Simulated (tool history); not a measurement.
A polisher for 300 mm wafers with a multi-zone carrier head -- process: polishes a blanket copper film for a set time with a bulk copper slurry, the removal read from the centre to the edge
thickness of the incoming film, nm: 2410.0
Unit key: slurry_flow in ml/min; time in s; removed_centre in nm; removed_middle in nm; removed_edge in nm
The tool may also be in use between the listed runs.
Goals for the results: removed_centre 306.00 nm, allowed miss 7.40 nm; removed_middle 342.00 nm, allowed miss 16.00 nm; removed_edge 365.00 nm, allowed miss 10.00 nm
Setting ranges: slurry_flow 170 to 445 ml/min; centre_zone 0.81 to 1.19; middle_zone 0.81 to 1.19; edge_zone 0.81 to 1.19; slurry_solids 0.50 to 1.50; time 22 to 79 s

run  hour  slurry_flow  centre_zone  middle_zone  edge_zone  slurry_solids  time  removed_centre  removed_middle  removed_edge
  1   0.0          285         1.00         1.00       1.00           1.00    50          323.77          318.79        325.24
  2   3.1          285         0.99         1.01       1.03           1.00    50          326.27          318.45        327.85
  3   4.0          280         0.96         1.01       1.04           1.05    50          315.76          324.09        330.72
  4   7.0          280         0.94         1.01       1.06           1.10    50          312.15          328.20        335.10
  5   9.9          280         0.93         1.01       1.08           1.15    50          313.90          329.79        340.01
  6  12.5          280         0.92         1.01       1.09           1.20    50          314.23          333.12        349.87
  7  18.3          280         0.91         1.01       1.10           1.20    50          312.06          339.42        348.29
     21.2  -- worn pad replaced by a new one
  8  21.2          280         0.90         1.00       1.11           1.20    50          328.42          356.19        371.42
  9  22.0          265         0.89         1.00       1.11           1.20    50          322.01          350.66        366.58
 10  23.7          270         0.88         0.99       1.11           1.20    50          316.72          350.84        372.54
 11  32.0          270         0.88         0.99       1.10           1.20    50          320.49          342.09        369.65
 12  32.6          270         0.87         0.99       1.10           1.20    50          314.71          339.05        373.68

Consider the 5 candidate settings below. Which is the only one whose results all fall within their allowed miss of target?
  A  33.2          245         0.84         1.02       1.13           1.20    49               ?               ?             ?
  B  33.2          290         0.84         0.90       1.11           1.25    51               ?               ?             ?
  C  33.2          180         0.96         0.99       1.06           1.30    51               ?               ?             ?
  D  33.2          205         0.88         1.00       1.12           1.10    51               ?               ?             ?
  E  33.2          300         0.88         1.19       1.19           1.00    49               ?               ?             ?

move  removed_centre  removed_middle  removed_edge
   A          296.87          343.58        364.56
   B          318.51          331.44        385.76
   C          332.66          336.80        359.79
   D          306.49          336.33        363.85
   E          306.32          387.25        367.00
A: takes the biggest miss from the last run beyond its target
B: its largest miss is bigger than the last run's
C: its largest miss is bigger than the last run's
D: meets every target
E: brings the result that was furthest off to its target, and leaves another outside
Correct choice: D, which meets every target

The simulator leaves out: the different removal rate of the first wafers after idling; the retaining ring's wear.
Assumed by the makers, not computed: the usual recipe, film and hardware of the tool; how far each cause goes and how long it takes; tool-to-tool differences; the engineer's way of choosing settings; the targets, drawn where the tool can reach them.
